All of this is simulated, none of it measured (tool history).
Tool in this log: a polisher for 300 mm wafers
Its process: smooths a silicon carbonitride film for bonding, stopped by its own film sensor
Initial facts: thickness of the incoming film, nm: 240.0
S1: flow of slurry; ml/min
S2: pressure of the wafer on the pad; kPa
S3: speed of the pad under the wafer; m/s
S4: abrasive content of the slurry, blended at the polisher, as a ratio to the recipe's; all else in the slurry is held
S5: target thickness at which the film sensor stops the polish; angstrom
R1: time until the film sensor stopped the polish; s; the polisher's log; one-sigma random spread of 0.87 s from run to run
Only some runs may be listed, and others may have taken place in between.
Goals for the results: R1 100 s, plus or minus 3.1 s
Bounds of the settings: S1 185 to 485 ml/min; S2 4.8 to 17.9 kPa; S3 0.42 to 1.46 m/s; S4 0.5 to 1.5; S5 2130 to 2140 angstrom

run 1 hour=0 | S1=310 S2=11 S3=0.94 S4=1 S5=2140 | R1=136.45
run 2 hour=8.4 | S1=310 S2=11 S3=0.94 S4=1 S5=2140 | R1=134.91
run 3 hour=9.7 | S1=310 S2=11 S3=0.94 S4=1 S5=2140 | R1=135.88
run 4 hour=14.2 | S1=310 S2=11.7 S3=0.94 S4=1 S5=2140 | R1=127.21
run 5 hour=15.7 | S1=310 S2=11.7 S3=0.72 S4=1 S5=2140 | R1=155.38
run 6 hour=18.5 | S1=310 S2=12.4 S3=0.72 S4=1 S5=2140 | R1=150.22
run 7 hour=20.4 | S1=310 S2=13.1 S3=0.72 S4=1 S5=2140 | R1=143.59
run 8 hour=26.1 | S1=310 S2=13.8 S3=0.72 S4=1 S5=2140 | R1=136.15
run 9 hour=31.6 | S1=310 S2=14.5 S3=0.72 S4=1 S5=2140 | R1=130.2
run 10 hour=36.3 | S1=310 S2=15.2 S3=0.72 S4=1 S5=2140 | R1=125.46
run 11 hour=38.5 | S1=310 S2=15.9 S3=0.72 S4=1 S5=2140 | R1=119.16
run 12 hour=44.8 | S1=310 S2=17.2 S3=0.74 S4=1 S5=2140 | R1=107.8

Which one of the following 4 next-run settings gets every result inside its allowed miss? There is exactly one.
run A hour=51.1 | S1=305 S2=17.9 S3=0.6 S4=1.05 S5=2140 | R1=?
run B hour=51.1 | S1=295 S2=16.5 S3=0.68 S4=1 S5=2140 | R1=?
run C hour=51.1 | S1=270 S2=17.2 S3=0.74 S4=1 S5=2130 | R1=?
run D hour=51.1 | S1=330 S2=17.9 S3=0.76 S4=1 S5=2140 | R1=?

move=A R1=120.25
move=B R1=120.62
move=C R1=113.76
move=D R1=101.3
A: further off than the last run
B: further off than the last run
C: further off than the last run
D: hits every target within its allowed miss
D is the move that brings every result within its allowed miss.
